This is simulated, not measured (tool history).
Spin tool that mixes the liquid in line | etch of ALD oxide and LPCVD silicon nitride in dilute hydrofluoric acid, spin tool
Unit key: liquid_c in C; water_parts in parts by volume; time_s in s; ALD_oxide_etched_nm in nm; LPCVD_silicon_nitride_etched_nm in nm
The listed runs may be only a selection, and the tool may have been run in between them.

| run | hour | liquid_c | water_parts | time_s | ALD_oxide_etched_nm | LPCVD_silicon_nitride_etched_nm |
|---|---|---|---|---|---|---|
| 1 | 0 | 25 | 175 | 35 | 4.9391 | 0.14332 |
| 2 | 3.8 | 25 | 205 | 35 | 4.0915 | 0.063659 |
| 3 | 5.2 | 28 | 205 | 35 | 4.5514 | 0.030393 |
| 4 | 9.4 | 28 | 235 | 35 | 3.8355 | 0.067117 |
| 5 | 11.2 | 28 | 190 | 35 | 5.0132 | 0.058663 |
| 6 | 15.8 | 27.5 | 190 | 35 | 4.9644 | 0.15937 |

Forecast run 7:
| 7 | 22.3 | 27 | 190 | 35 | ? | ? |

Run 7 gave ALD_oxide_etched_nm 4.7903 nm, LPCVD_silicon_nitride_etched_nm 0.10133 nm.
